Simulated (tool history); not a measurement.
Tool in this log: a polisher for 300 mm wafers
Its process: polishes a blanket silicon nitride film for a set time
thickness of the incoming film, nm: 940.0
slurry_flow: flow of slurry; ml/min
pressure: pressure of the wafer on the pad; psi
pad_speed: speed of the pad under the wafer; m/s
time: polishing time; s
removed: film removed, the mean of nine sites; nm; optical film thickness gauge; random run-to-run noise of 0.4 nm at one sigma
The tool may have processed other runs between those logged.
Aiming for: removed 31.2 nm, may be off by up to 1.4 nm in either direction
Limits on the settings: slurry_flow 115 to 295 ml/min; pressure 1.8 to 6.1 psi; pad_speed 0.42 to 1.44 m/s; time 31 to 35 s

Run 1, hour 0: slurry_flow 190 ml/min, pressure 3.9 psi, pad_speed 0.92 m/s, time 35 s. Result: removed 65.591 nm.
Run 2, hour 6: slurry_flow 190 ml/min, pressure 3.9 psi, pad_speed 0.82 m/s, time 35 s. Result: removed 58.181 nm.
Run 3, hour 14.9: slurry_flow 190 ml/min, pressure 3.6 psi, pad_speed 0.8 m/s, time 35 s. Result: removed 54.407 nm.
Run 4, hour 18.2: slurry_flow 190 ml/min, pressure 3.3 psi, pad_speed 0.78 m/s, time 35 s. Result: removed 48.483 nm.
Run 5, hour 26.6: slurry_flow 190 ml/min, pressure 3.1 psi, pad_speed 0.78 m/s, time 35 s. Result: removed 45.216 nm.
Run 6, hour 30.1: slurry_flow 190 ml/min, pressure 2.9 psi, pad_speed 0.78 m/s, time 35 s. Result: removed 42.655 nm.
Run 7, hour 37.7: slurry_flow 190 ml/min, pressure 2.7 psi, pad_speed 0.78 m/s, time 35 s. Result: removed 39.866 nm.
Run 8, hour 40.4: slurry_flow 190 ml/min, pressure 2.6 psi, pad_speed 0.78 m/s, time 35 s. Result: removed 38.87 nm.
Run 9, hour 44.3: slurry_flow 190 ml/min, pressure 2.5 psi, pad_speed 0.78 m/s, time 35 s. Result: removed 36.332 nm.
Run 10, hour 46.6: slurry_flow 190 ml/min, pressure 2.5 psi, pad_speed 0.78 m/s, time 35 s. Result: removed 36.929 nm.
Run 11, hour 50.3: slurry_flow 190 ml/min, pressure 2.4 psi, pad_speed 0.78 m/s, time 35 s. Result: removed 35.809 nm.
Run 12, hour 53.9: slurry_flow 190 ml/min, pressure 2.4 psi, pad_speed 0.78 m/s, time 35 s. Result: removed 35.699 nm.
Run 13, hour 61.3: slurry_flow 190 ml/min, pressure 2.3 psi, pad_speed 0.78 m/s, time 35 s. Result: removed 34.322 nm.

5 candidate next runs follow, results not yet known. Just one meets every target within its allowed miss. Identify it.
Run A, hour 68.7: slurry_flow 165 ml/min, pressure 2.3 psi, pad_speed 0.92 m/s, time 34 s. Result: removed ?.
Run B, hour 68.7: slurry_flow 180 ml/min, pressure 2.3 psi, pad_speed 0.86 m/s, time 34 s. Result: removed ?.
Run C, hour 68.7: slurry_flow 225 ml/min, pressure 2.5 psi, pad_speed 0.78 m/s, time 32 s. Result: removed ?.
Run D, hour 68.7: slurry_flow 140 ml/min, pressure 2.3 psi, pad_speed 0.84 m/s, time 35 s. Result: removed ?.
Run E, hour 68.7: slurry_flow 195 ml/min, pressure 2.5 psi, pad_speed 0.6 m/s, time 35 s. Result: removed ?.

move  removed
   A    36.91
   B   35.678
   C   34.999
   D   34.424
   E   31.188
A: misses by more than the last run did
B: misses by more than the last run did
C: misses by more than the last run did
D: neither nearer nor further off than the last run
E: every result within its allowed miss
Move E is the one to make.
